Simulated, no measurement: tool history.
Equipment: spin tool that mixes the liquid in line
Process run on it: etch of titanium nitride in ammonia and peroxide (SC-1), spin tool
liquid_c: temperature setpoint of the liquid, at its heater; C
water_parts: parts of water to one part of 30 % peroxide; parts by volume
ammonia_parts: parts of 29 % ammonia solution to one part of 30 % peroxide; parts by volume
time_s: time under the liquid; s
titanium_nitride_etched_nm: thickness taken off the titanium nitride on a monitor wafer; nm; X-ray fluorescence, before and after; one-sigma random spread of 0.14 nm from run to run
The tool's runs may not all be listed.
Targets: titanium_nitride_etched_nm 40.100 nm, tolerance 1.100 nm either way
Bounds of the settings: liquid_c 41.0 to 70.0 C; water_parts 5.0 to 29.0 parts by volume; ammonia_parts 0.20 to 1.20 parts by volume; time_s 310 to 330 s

Run 1, hour 0.0: liquid_c 57.0 C, water_parts 16.0 parts by volume, ammonia_parts 0.75 parts by volume, time_s 310 s. Result: titanium_nitride_etched_nm 21.008 nm.
Run 2, hour 4.5: liquid_c 57.0 C, water_parts 19.0 parts by volume, ammonia_parts 0.75 parts by volume, time_s 310 s. Result: titanium_nitride_etched_nm 19.174 nm.
Run 3, hour 12.3: liquid_c 58.0 C, water_parts 19.0 parts by volume, ammonia_parts 0.75 parts by volume, time_s 310 s. Result: titanium_nitride_etched_nm 20.352 nm.
Run 4, hour 21.0: liquid_c 59.0 C, water_parts 19.0 parts by volume, ammonia_parts 0.75 parts by volume, time_s 310 s. Result: titanium_nitride_etched_nm 21.871 nm.
Run 5, hour 23.4: liquid_c 60.0 C, water_parts 19.0 parts by volume, ammonia_parts 0.75 parts by volume, time_s 310 s. Result: titanium_nitride_etched_nm 23.368 nm.
Run 6, hour 24.9: liquid_c 60.0 C, water_parts 23.0 parts by volume, ammonia_parts 0.75 parts by volume, time_s 310 s. Result: titanium_nitride_etched_nm 21.025 nm.
Run 7, hour 26.4: liquid_c 61.0 C, water_parts 23.0 parts by volume, ammonia_parts 0.75 parts by volume, time_s 310 s. Result: titanium_nitride_etched_nm 22.449 nm.
Run 8, hour 28.5: liquid_c 62.0 C, water_parts 23.0 parts by volume, ammonia_parts 0.75 parts by volume, time_s 310 s. Result: titanium_nitride_etched_nm 23.797 nm.
Run 9, hour 30.1: liquid_c 63.0 C, water_parts 23.0 parts by volume, ammonia_parts 0.75 parts by volume, time_s 310 s. Result: titanium_nitride_etched_nm 25.493 nm.
Run 10, hour 35.7: liquid_c 63.5 C, water_parts 23.0 parts by volume, ammonia_parts 0.75 parts by volume, time_s 310 s. Result: titanium_nitride_etched_nm 26.350 nm.

Below are 4 possible settings for the next run. Only one of them brings all results inside the allowed miss of their targets. Which is it?
Run A, hour 41.3: liquid_c 55.5 C, water_parts 25.5 parts by volume, ammonia_parts 0.90 parts by volume, time_s 310 s. Result: titanium_nitride_etched_nm ?.
Run B, hour 41.3: liquid_c 58.5 C, water_parts 19.5 parts by volume, ammonia_parts 0.65 parts by volume, time_s 310 s. Result: titanium_nitride_etched_nm ?.
Run C, hour 41.3: liquid_c 67.5 C, water_parts 22.0 parts by volume, ammonia_parts 1.10 parts by volume, time_s 330 s. Result: titanium_nitride_etched_nm ?.
Run D, hour 41.3: liquid_c 61.0 C, water_parts 27.0 parts by volume, ammonia_parts 0.80 parts by volume, time_s 310 s. Result: titanium_nitride_etched_nm ?.

move  titanium_nitride_etched_nm
   A                      15.262
   B                      20.407
   C                      39.841
   D                      20.828
A: lands further from the targets than the last run did
B: lands further from the targets than the last run did
C: all results in spec
D: lands further from the targets than the last run did
Correct choice: C, which meets every target
